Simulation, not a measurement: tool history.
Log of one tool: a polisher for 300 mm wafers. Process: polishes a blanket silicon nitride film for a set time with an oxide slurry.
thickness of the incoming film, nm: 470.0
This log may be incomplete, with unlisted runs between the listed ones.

run	day	flow of slurry (ml/min)	pressure of the wafer on the pad (kPa)	speed of the pad under the wafer (m/s)	abrasive content of the slurry	polishing time (s)	film removed (Å)
1	0.000	135	16.5	0.88	1.0	42	143.81
2	0.317	150	16.5	0.88	1.0	42	148.48
3	0.517	155	17.2	0.88	1.0	42	152.33
4	0.579	155	17.2	0.76	1.0	42	136.59
5	0.888	175	17.2	0.76	1.0	42	137.52
6	0.938	175	17.2	0.58	1.0	42	114.01
7	1.042	190	21.4	0.66	1.0	42	154.71
8	1.142	190	22.1	0.68	1.0	42	163.59
9	1.392	190	22.1	0.68	1.0	42	165.42
10	1.725	190	22.8	0.68	1.0	42	171.02
11	2.046	190	23.4	0.68	1.0	42	174.89
12	2.379	190	24.1	0.68	1.0	42	179.97

For run 13, what comes out?
13	2.629	195	24.8	0.72	1.0	42	?

{"run 13": {"film removed (Å)": 192.41}}
